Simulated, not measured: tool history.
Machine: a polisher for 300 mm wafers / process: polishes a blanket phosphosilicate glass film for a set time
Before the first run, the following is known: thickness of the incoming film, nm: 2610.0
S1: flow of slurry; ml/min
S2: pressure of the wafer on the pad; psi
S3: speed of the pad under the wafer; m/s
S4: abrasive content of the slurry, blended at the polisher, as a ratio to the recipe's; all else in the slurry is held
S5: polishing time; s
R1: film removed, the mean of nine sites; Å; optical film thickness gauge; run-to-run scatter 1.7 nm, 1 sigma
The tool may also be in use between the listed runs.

run,hour,S1,S2,S3,S4,S5,R1
1,0,295,3.4,1.12,1,21,1965.3
2,5,250,3.4,1.12,1,21,1933.9
3,6.1,250,3.3,1.12,1,21,1925.7
4,10.2,250,2.6,1.12,1,21,1540.3
5,13.9,250,2.3,1.12,1,21,1368.1
6,20.4,295,2.3,1.12,1,21,1372.6
7,27.7,295,2.4,1.12,1,21,1430.3
8,28.3,295,2.5,1.12,1,21,1499.7

Run 9 comes next. What will it give?
9,31.1,295,2.6,1.12,1,21,?

R1: 1503.3 Å

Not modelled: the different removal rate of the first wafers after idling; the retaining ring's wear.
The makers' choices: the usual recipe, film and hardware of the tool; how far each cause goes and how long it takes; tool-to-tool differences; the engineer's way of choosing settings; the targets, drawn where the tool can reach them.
